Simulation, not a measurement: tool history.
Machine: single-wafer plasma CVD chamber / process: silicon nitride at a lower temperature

run	day	heater temperature setpoint (deg C)	chamber pressure (Pa)	RF power (kW)	deposition time (s)	mean film thickness on the monitor wafer (nm)
1	0	325	236	0.23	15.9	16.447
2	0.242	325	257	0.24	15.9	17.505
3	0.538	325	275	0.245	15.9	18.167
4	0.825	325	288	0.25	15.9	18.645
5	1.104	325	263	0.25	15.9	18.095
6	1.162	325	279	0.255	15.9	18.809
7	1.512	325	291	0.255	15.9	18.962
8	1.717	325	300	0.255	15.9	19.136

Predict the results of run 9:
9	1.779	325	307	0.255	15.9	?

mean film thickness on the monitor wafer (nm): 19.287

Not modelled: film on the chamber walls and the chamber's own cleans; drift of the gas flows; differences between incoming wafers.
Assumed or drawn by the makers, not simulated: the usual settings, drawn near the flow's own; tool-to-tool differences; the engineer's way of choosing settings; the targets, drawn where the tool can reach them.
